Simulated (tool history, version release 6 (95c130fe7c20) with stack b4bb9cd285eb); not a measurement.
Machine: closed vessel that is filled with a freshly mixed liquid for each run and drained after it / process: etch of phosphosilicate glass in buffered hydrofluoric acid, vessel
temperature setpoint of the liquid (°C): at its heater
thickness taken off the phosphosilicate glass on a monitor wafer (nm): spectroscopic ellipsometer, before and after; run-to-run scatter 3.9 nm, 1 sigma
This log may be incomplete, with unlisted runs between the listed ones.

run	hour	temperature setpoint of the liquid (°C)	parts of 40 % ammonium fluoride to one part of 49 % hydrofluoric acid (parts by volume)	time in the liquid (s)	thickness taken off the phosphosilicate glass on a monitor wafer (nm)
1	0	24	9	100	1073.8
2	3.6	27	9	100	1258.3
3	7.5	27	10.5	100	1132.8
4	14.6	25	10.5	100	1011.5
5	20.3	25	10.5	100	995.29
6	22.2	25	10.5	110	1110.7
7	30.9	23.5	10.5	110	1017.7
8	37.6	22	10.5	110	930.69

What will run 9 give?
9	43.8	21	10.5	110	?

{"run 9": {"thickness taken off the phosphosilicate glass on a monitor wafer (nm)": 885.27}}
